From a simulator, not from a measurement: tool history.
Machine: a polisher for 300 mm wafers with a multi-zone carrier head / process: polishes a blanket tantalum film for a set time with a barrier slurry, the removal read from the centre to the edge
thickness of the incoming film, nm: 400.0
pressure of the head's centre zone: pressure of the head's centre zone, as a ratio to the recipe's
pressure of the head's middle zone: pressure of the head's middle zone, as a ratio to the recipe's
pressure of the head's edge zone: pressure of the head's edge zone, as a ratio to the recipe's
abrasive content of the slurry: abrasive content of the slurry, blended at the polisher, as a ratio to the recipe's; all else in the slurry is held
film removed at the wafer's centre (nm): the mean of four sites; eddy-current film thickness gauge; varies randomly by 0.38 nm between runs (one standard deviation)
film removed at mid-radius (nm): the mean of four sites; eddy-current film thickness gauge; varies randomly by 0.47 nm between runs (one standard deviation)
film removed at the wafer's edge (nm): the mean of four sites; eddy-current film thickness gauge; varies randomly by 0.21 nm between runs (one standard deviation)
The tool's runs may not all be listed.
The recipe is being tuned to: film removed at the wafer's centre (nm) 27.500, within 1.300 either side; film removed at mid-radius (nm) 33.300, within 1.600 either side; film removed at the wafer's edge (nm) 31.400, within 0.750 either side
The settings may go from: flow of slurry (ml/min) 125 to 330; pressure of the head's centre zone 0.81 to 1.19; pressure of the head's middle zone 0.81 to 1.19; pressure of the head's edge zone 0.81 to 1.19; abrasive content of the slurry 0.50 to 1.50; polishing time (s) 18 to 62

run,hour,flow of slurry (ml/min),pressure of the head's centre zone,pressure of the head's middle zone,pressure of the head's edge zone,abrasive content of the slurry,polishing time (s),film removed at the wafer's centre (nm),film removed at mid-radius (nm),film removed at the wafer's edge (nm)
1,0.0,210,1.00,1.00,1.00,1.00,40,61.963,61.562,60.936
2,7.0,210,1.00,1.00,1.00,1.00,48,72.257,75.722,73.271
3,8.2,210,1.00,1.00,0.92,1.00,48,73.631,73.933,70.341
4,15.7,190,0.95,1.02,0.93,0.85,41,56.860,62.576,57.849
5,19.7,180,0.91,1.01,0.92,0.75,35,44.491,48.815,46.207
6,25.9,180,0.83,1.01,0.92,0.75,35,40.613,50.270,46.263
7,28.1,145,0.81,0.94,0.86,0.50,24,22.774,27.626,26.861
8,30.2,145,0.81,0.94,0.86,0.50,24,22.802,27.851,26.443
9,37.1,180,0.81,0.95,0.88,0.50,24,23.791,29.294,27.938
10,41.9,205,0.82,0.96,0.89,0.50,24,24.337,30.083,28.455
11,47.9,260,0.89,1.01,0.99,0.60,24,28.782,34.790,32.189
12,54.0,260,0.88,1.00,0.98,0.60,24,29.921,33.541,32.089

4 next moves are on the table. One of them brings every result within its allowed miss. Which?
A,60.1,235,0.82,0.96,0.90,1.05,21,?,?,?
B,60.1,325,0.96,1.04,0.91,0.65,22,?,?,?
C,60.1,140,0.81,1.16,1.04,0.50,26,?,?,?
D,60.1,330,1.04,1.02,0.87,0.80,22,?,?,?

move,film removed at the wafer's centre (nm),film removed at mid-radius (nm),film removed at the wafer's edge (nm)
A,27.667,32.966,31.251
B,31.048,33.577,29.658
C,24.887,35.541,31.407
D,35.761,35.087,30.871
A: meets every target
B: its largest miss is bigger than the last run's
C: the result that was furthest off in the last run now lies on the other side of its target
D: its largest miss is bigger than the last run's
The move that meets every target is A.
